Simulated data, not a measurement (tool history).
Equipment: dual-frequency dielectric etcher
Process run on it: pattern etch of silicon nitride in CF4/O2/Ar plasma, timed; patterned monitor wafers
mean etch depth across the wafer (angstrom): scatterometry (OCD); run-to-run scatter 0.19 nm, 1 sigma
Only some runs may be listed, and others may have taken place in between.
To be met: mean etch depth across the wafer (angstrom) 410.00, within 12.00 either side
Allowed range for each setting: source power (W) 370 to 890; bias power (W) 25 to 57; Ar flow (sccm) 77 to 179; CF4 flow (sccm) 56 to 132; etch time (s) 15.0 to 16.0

run,day,source power (W),bias power (W),Ar flow (sccm),CF4 flow (sccm),etch time (s),mean etch depth across the wafer (angstrom)
1,0.000,630,41,128,94,15.0,320.99
2,0.204,630,41,110,94,15.0,331.98
3,0.517,630,41,119,94,15.0,322.68
4,0.754,670,41,119,94,15.0,340.02
5,0.942,590,41,119,94,15.0,313.25
6,1.167,590,41,119,94,15.0,311.62
7,1.488,650,42,118,94,15.0,336.53
8,1.821,690,43,117,94,15.0,353.27
9,1.892,720,43,116,94,15.0,363.24

Which single option among these 4 for the next run brings every result within its allowed miss of target? Just one does.
A,1.962,670,41,112,63,15.5,?
B,1.962,690,43,142,94,15.0,?
C,1.962,670,57,118,101,16.0,?
D,1.962,790,41,123,84,15.5,?

move,mean etch depth across the wafer (angstrom)
A,314.10
B,343.66
C,412.58
D,380.75
A: moves away from the targets compared with the last run
B: moves away from the targets compared with the last run
C: in spec on every target
D: better than the last run, though not everything is in spec
The move that meets every target is C.

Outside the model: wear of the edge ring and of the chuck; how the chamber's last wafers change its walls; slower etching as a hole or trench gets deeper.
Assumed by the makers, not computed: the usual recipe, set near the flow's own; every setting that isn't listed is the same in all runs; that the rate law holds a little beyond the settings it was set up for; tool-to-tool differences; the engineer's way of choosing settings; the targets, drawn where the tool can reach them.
